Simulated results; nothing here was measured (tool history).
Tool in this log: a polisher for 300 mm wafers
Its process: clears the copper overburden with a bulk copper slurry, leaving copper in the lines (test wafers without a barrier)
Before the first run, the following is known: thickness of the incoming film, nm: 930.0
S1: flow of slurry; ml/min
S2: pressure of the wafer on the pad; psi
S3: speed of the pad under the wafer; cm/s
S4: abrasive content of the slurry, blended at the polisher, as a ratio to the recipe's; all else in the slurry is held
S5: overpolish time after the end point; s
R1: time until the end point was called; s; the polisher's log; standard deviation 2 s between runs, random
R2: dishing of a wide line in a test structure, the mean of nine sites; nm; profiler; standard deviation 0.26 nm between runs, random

Run 1, hour 0.0: S1 180 ml/min, S2 1.9 psi, S3 94 cm/s, S4 1.00, S5 11 s. Result: R1 157.64 s, R2 34.259 nm.
Run 2, hour 6.9: S1 180 ml/min, S2 1.6 psi, S3 94 cm/s, S4 1.00, S5 11 s. Result: R1 190.49 s, R2 29.564 nm.
Run 3, hour 15.7: S1 195 ml/min, S2 1.5 psi, S3 102 cm/s, S4 1.05, S5 10 s. Result: R1 185.68 s, R2 28.180 nm.
Run 4, hour 18.7: S1 205 ml/min, S2 1.4 psi, S3 110 cm/s, S4 1.10, S5 9 s. Result: R1 181.61 s, R2 25.931 nm.
Run 5, hour 22.6: S1 235 ml/min, S2 1.4 psi, S3 110 cm/s, S4 1.10, S5 9 s. Result: R1 182.33 s, R2 26.204 nm.
Run 6, hour 30.6: S1 215 ml/min, S2 1.4 psi, S3 116 cm/s, S4 1.15, S5 8 s. Result: R1 173.64 s, R2 24.546 nm.
Run 7, hour 31.7: S1 200 ml/min, S2 1.4 psi, S3 120 cm/s, S4 1.20, S5 7 s. Result: R1 161.50 s, R2 22.940 nm.
Run 8, hour 39.8: S1 150 ml/min, S2 1.1 psi, S3 146 cm/s, S4 1.45, S5 3 s. Result: R1 175.30 s, R2 10.675 nm.
Run 9, hour 43.1: S1 150 ml/min, S2 1.2 psi, S3 146 cm/s, S4 1.45, S5 3 s. Result: R1 159.28 s, R2 11.246 nm.
Run 10, hour 47.7: S1 155 ml/min, S2 1.3 psi, S3 146 cm/s, S4 1.45, S5 3 s. Result: R1 148.54 s, R2 12.268 nm.

Run 11, settings as shown, results not yet in. Your forecast:
Run 11, hour 52.7: S1 160 ml/min, S2 1.4 psi, S3 146 cm/s, S4 1.45, S5 3 s. Result: R1 ?, R2 ?.

R1: 138.15 s
R2: 13.606 nm

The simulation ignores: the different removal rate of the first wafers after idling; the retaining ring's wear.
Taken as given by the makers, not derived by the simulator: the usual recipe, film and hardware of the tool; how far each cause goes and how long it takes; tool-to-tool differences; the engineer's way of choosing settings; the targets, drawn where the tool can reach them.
